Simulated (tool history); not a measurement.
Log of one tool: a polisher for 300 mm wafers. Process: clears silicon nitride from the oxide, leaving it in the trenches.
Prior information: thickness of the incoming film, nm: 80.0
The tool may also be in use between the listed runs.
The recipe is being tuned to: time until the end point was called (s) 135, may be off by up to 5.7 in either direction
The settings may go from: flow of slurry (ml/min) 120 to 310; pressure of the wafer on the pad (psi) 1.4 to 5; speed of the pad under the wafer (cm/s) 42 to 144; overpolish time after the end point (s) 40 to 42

run	hour	flow of slurry (ml/min)	pressure of the wafer on the pad (psi)	speed of the pad under the wafer (cm/s)	overpolish time after the end point (s)	time until the end point was called (s)
1	0	200	3.2	92	40	85.907
2	4.9	200	3	92	40	93.71
3	6.6	200	3.5	92	40	80.077
4	7.3	200	3.2	92	40	87.533
5	9.1	200	3	92	40	91.342
6	15.5	225	3	92	40	88.43
7	24.1	215	2.8	92	40	98.465
8	28.3	210	2.7	92	40	101.33
9	30.9	205	2.6	92	40	103.73
10	39	205	2.6	92	40	104.76
11	46.4	200	1.7	90	40	153.31
12	55	205	1.7	90	40	153.64
13	55.7	210	1.7	90	40	155.05
14	63.1	210	2.2	90	40	122.55

Which of these 4 next moves meets every target?
A	70.5	205	2.8	82	42	?
B	70.5	300	2.9	60	40	?
C	70.5	225	2.3	100	40	?
D	70.5	195	2.2	90	40	?

move	time until the end point was called (s)
A	108.82
B	136.28
C	105.54
D	123.95
A: moves away from the targets compared with the last run
B: meets every target
C: moves away from the targets compared with the last run
D: an improvement on the last run, though not all results are within tolerance
Go with B: it meets all targets.
